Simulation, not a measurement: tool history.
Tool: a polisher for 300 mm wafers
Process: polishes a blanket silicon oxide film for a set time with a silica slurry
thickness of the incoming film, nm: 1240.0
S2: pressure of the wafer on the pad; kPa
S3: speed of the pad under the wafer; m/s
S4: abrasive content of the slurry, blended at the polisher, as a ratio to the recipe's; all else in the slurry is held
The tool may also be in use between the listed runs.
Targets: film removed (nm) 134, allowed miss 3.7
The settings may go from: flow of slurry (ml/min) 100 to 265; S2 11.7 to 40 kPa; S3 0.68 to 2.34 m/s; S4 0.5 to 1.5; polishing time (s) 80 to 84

Run 1, hour 0: flow of slurry (ml/min) 170, S2 25.5 kPa, S3 1.5 m/s, S4 1, polishing time (s) 80. Result: film removed (nm) 323.
Run 2, hour 1.5: flow of slurry (ml/min) 170, S2 25.5 kPa, S3 1.5 m/s, S4 0.8, polishing time (s) 80. Result: film removed (nm) 293.84.
Run 3, hour 5.3: flow of slurry (ml/min) 165, S2 22.1 kPa, S3 1.4 m/s, S4 0.8, polishing time (s) 80. Result: film removed (nm) 241.96.
Run 4, hour 12.1: flow of slurry (ml/min) 165, S2 18.6 kPa, S3 1.4 m/s, S4 0.8, polishing time (s) 80. Result: film removed (nm) 207.75.
Run 5, hour 17.1: flow of slurry (ml/min) 165, S2 18.6 kPa, S3 1.04 m/s, S4 0.8, polishing time (s) 80. Result: film removed (nm) 174.21.
Run 6, hour 18: flow of slurry (ml/min) 165, S2 18.6 kPa, S3 1.04 m/s, S4 0.65, polishing time (s) 80. Result: film removed (nm) 157.08.
Run 7, hour 23.8: flow of slurry (ml/min) 160, S2 17.9 kPa, S3 1.04 m/s, S4 0.65, polishing time (s) 80. Result: film removed (nm) 151.22.
Run 8, hour 26.3: flow of slurry (ml/min) 150, S2 17.2 kPa, S3 1.04 m/s, S4 0.65, polishing time (s) 80. Result: film removed (nm) 144.84.
Run 9, hour 34.9: flow of slurry (ml/min) 140, S2 17.2 kPa, S3 1.04 m/s, S4 0.65, polishing time (s) 80. Result: film removed (nm) 143.44.
Run 10, hour 39.3: flow of slurry (ml/min) 135, S2 17.2 kPa, S3 1.04 m/s, S4 0.65, polishing time (s) 80. Result: film removed (nm) 141.65.
Run 11, hour 48.2: flow of slurry (ml/min) 130, S2 17.2 kPa, S3 1.04 m/s, S4 0.65, polishing time (s) 80. Result: film removed (nm) 139.38.
Run 12, hour 50.4: flow of slurry (ml/min) 110, S2 16.5 kPa, S3 1.04 m/s, S4 0.65, polishing time (s) 80. Result: film removed (nm) 129.91.

5 next moves are on the table. One of them brings every result within its allowed miss. Which?
Run A, hour 52.6: flow of slurry (ml/min) 160, S2 16.5 kPa, S3 0.7 m/s, S4 0.85, polishing time (s) 84. Result: film removed (nm) ?.
Run B, hour 52.6: flow of slurry (ml/min) 105, S2 18.6 kPa, S3 0.82 m/s, S4 0.75, polishing time (s) 84. Result: film removed (nm) ?.
Run C, hour 52.6: flow of slurry (ml/min) 125, S2 19.3 kPa, S3 0.68 m/s, S4 0.8, polishing time (s) 84. Result: film removed (nm) ?.
Run D, hour 52.6: flow of slurry (ml/min) 120, S2 18.6 kPa, S3 0.94 m/s, S4 0.6, polishing time (s) 84. Result: film removed (nm) ?.
Run E, hour 52.6: flow of slurry (ml/min) 105, S2 18.6 kPa, S3 1 m/s, S4 0.7, polishing time (s) 80. Result: film removed (nm) ?.

move  film removed (nm)
   A             134.71
   B             140.69
   C             142.65
   D             142.59
   E             144.81
A: meets every target
B: takes the result that was furthest off past its target
C: takes the result that was furthest off past its target
D: takes the result that was furthest off past its target
E: takes the result that was furthest off past its target
Move A is the one to make.
